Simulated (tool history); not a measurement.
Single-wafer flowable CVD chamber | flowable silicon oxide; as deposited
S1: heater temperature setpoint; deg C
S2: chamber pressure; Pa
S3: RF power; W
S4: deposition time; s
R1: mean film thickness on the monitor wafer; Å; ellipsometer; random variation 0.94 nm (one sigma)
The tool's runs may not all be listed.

{"run": 1, "hour": 0.0, "S1": 95, "S2": 126.9, "S3": 2490, "S4": 665, "R1": 6326.2}
{"run": 2, "hour": 2.3, "S1": 101, "S2": 126.8, "S3": 2490, "S4": 665, "R1": 5089.2}
{"run": 3, "hour": 3.4, "S1": 101, "S2": 126.8, "S3": 2490, "S4": 631, "R1": 4843.7}
{"run": 4, "hour": 5.9, "S1": 104, "S2": 126.8, "S3": 2490, "S4": 631, "R1": 4333.1}
{"run": 5, "hour": 10.0, "S1": 106, "S2": 126.8, "S3": 2490, "S4": 631, "R1": 4006.0}
{"run": 6, "hour": 13.5, "S1": 107, "S2": 126.8, "S3": 2490, "S4": 631, "R1": 3877.6}
{"run": 7, "hour": 17.4, "S1": 108, "S2": 126.8, "S3": 2490, "S4": 631, "R1": 3741.9}

The next listed run, before its measurement:
{"run": 8, "hour": 20.2, "S1": 109, "S2": 126.8, "S3": 2490, "S4": 631, "R1": "?"}

R1: 3598.3 Å

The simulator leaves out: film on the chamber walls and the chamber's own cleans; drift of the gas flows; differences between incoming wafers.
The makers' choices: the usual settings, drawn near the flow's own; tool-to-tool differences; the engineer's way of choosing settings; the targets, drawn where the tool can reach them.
